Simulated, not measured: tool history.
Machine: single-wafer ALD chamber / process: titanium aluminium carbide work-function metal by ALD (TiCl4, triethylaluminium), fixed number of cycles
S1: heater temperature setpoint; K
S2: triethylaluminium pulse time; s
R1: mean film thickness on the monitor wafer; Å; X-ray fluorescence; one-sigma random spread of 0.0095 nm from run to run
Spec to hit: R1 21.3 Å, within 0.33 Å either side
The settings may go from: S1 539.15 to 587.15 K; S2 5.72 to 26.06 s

run  hour      S1     S2      R1
  1     0  563.15  15.89   19.61
  2   6.1  565.15  16.04  19.862
  3   9.9  565.15  14.35  19.724
  4    14  565.15  15.98   19.75
  5  22.6  565.15  12.58  19.561
  6  27.7  567.15  12.86  19.895
  7    36  569.15  12.97  19.916
     39.5  -- thermocouple changed; heater temperature recalibrated
  8  39.5  571.15  13.25  19.937
  9  45.7  573.15  14.79  20.087

Consider the 4 candidate settings below. Which is the only one whose results all fall within their allowed miss of target?
  A  51.9  582.15  18.71   ?
  B  51.9  575.15  14.54   ?
  C  51.9  574.15  15.89   ?
  D  51.9  568.15  11.16   ?

move      R1
   A   21.22
   B  20.415
   C  20.392
   D  19.211
A: hits every target within its allowed miss
B: nearer than the last run, and not there yet
C: nearer than the last run, and not there yet
D: moves away from the targets compared with the last run
So the answer is move A, the one that meets all the targets.

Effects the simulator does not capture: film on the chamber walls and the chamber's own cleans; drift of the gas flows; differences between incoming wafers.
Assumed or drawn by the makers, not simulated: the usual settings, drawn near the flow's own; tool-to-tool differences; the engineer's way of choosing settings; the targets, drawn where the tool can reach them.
